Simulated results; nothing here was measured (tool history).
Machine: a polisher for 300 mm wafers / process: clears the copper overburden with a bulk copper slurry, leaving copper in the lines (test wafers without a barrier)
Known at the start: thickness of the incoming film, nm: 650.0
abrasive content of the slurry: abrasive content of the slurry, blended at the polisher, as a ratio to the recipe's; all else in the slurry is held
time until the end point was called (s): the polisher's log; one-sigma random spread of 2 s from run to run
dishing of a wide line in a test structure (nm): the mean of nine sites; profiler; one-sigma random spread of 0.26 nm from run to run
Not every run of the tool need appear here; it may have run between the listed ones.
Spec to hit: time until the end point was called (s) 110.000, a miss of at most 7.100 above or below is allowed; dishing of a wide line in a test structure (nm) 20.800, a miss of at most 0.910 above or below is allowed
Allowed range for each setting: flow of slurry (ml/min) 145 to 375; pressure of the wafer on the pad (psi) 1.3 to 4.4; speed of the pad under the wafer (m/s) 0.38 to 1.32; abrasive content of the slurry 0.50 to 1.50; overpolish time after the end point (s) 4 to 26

| run | hour | flow of slurry (ml/min) | pressure of the wafer on the pad (psi) | speed of the pad under the wafer (m/s) | abrasive content of the slurry | overpolish time after the end point (s) | time until the end point was called (s) | dishing of a wide line in a test structure (nm) |
|---|---|---|---|---|---|---|---|---|
| 1 | 0.0 | 240 | 2.8 | 0.84 | 1.00 | 13 | 76.586 | 49.253 |
| 2 | 1.0 | 240 | 2.4 | 0.86 | 1.00 | 10 | 87.467 | 37.311 |
| 3 | 7.1 | 240 | 2.1 | 0.90 | 1.00 | 8 | 95.313 | 29.340 |
| 4 | 8.9 | 240 | 1.9 | 0.92 | 1.00 | 7 | 102.240 | 24.535 |
| 5 | 11.3 | 240 | 2.5 | 0.92 | 1.00 | 7 | 79.376 | 30.434 |
| 6 | 17.4 | 240 | 2.5 | 0.92 | 1.00 | 9 | 78.048 | 37.701 |
| 7 | 20.4 | 245 | 2.3 | 0.92 | 1.00 | 8 | 85.474 | 32.211 |
| 8 | 27.7 | 235 | 2.1 | 0.92 | 1.00 | 7 | 95.547 | 26.323 |

Which one of the following 4 next-run settings gets every result inside its allowed miss? There is exactly one.
| A | 35.0 | 205 | 1.6 | 0.92 | 0.95 | 7 | ? | ? |
| B | 35.0 | 225 | 1.8 | 0.78 | 1.05 | 7 | ? | ? |
| C | 35.0 | 175 | 1.8 | 0.92 | 1.15 | 6 | ? | ? |
| D | 35.0 | 230 | 1.3 | 1.20 | 0.75 | 7 | ? | ? |

| move | time until the end point was called (s) | dishing of a wide line in a test structure (nm) |
|---|---|---|
| A | 127.250 | 20.441 |
| B | 128.810 | 20.347 |
| C | 111.730 | 20.142 |
| D | 124.030 | 20.646 |
A: puts the biggest miss on target and leaves a different result outside tolerance
B: puts the biggest miss on target and leaves a different result outside tolerance
C: all results in spec
D: puts the biggest miss on target and leaves a different result outside tolerance
Correct choice: C, which meets every target
